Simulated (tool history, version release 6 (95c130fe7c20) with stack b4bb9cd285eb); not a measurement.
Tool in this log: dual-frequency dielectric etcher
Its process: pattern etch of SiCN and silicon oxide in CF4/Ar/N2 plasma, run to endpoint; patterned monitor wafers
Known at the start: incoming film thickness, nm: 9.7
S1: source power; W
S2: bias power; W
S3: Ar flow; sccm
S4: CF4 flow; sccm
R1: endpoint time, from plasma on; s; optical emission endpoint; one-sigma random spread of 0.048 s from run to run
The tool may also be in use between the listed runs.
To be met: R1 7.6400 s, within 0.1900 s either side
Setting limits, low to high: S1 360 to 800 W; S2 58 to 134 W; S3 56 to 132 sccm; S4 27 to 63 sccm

| run | hour | S1 | S2 | S3 | S4 | R1 |
|---|---|---|---|---|---|---|
| 1 | 0.0 | 580 | 96 | 94 | 45 | 8.5418 |
| 2 | 4.8 | 580 | 96 | 101 | 45 | 8.5895 |
| 3 | 9.1 | 530 | 96 | 101 | 45 | 9.3252 |
| 4 | 10.0 | 530 | 96 | 101 | 41 | 9.5593 |
| 5 | 15.2 | 530 | 96 | 101 | 34 | 9.9222 |
| 6 | 24.2 | 530 | 105 | 101 | 34 | 9.8700 |
| 7 | 25.4 | 580 | 106 | 100 | 34 | 8.9044 |
| 8 | 29.5 | 610 | 107 | 100 | 34 | 8.6756 |
| 9 | 30.5 | 640 | 108 | 100 | 34 | 8.1524 |
| 10 | 33.8 | 650 | 108 | 100 | 34 | 8.0572 |
| 11 | 39.4 | 660 | 108 | 100 | 34 | 8.0105 |
| 12 | 47.9 | 670 | 108 | 100 | 34 | 7.8506 |

5 candidate next runs follow, results not yet known. Just one meets every target within its allowed miss. Identify it.
| A | 56.4 | 670 | 100 | 93 | 33 | ? |
| B | 56.4 | 660 | 110 | 102 | 31 | ? |
| C | 56.4 | 700 | 113 | 97 | 31 | ? |
| D | 56.4 | 640 | 105 | 87 | 34 | ? |
| E | 56.4 | 650 | 111 | 94 | 30 | ? |

| move | R1 |
|---|---|
| A | 8.0958 |
| B | 8.1902 |
| C | 7.6522 |
| D | 8.1070 |
| E | 8.2452 |
A: misses by more than the last run did
B: misses by more than the last run did
C: every result within its allowed miss
D: misses by more than the last run did
E: misses by more than the last run did
Correct choice: C, which meets every target
